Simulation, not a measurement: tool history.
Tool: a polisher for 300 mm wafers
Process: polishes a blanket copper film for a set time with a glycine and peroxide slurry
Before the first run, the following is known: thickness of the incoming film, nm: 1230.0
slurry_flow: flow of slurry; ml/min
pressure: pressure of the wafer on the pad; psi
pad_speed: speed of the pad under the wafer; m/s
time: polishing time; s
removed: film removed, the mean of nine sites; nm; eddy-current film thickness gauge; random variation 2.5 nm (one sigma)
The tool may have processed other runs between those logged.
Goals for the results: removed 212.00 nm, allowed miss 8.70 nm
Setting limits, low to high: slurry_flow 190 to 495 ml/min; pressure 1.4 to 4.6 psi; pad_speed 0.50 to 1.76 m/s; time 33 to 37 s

run  hour  slurry_flow  pressure  pad_speed  time  removed
  1   0.0          320       3.0       1.12    37   266.82
  2   4.4          320       2.8       1.12    37   258.11
  3   5.6          320       2.8       0.98    37   239.05
  4  12.4          320       3.4       0.98    37   277.80
  5  15.3          320       3.4       0.86    37   255.75
  6  23.5          320       3.2       0.86    37   245.47
  7  29.9          320       3.0       0.86    37   230.89
  8  38.5          320       2.9       0.86    37   222.36

Of the 5 settings listed for the next run, only one would bring every result within its allowed miss of target. Which one?
  A  47.1          310       3.8       0.62    34        ?
  B  47.1          340       2.9       0.96    37        ?
  C  47.1          440       2.8       1.02    34        ?
  D  47.1          380       2.8       0.90    37        ?
  E  47.1          355       3.1       0.86    37        ?

move  removed
   A   207.77
   B   240.30
   C   227.77
   D   226.33
   E   237.04
A: in spec on every target
B: moves away from the targets compared with the last run
C: moves away from the targets compared with the last run
D: moves away from the targets compared with the last run
E: moves away from the targets compared with the last run
Go with A: it meets all targets.

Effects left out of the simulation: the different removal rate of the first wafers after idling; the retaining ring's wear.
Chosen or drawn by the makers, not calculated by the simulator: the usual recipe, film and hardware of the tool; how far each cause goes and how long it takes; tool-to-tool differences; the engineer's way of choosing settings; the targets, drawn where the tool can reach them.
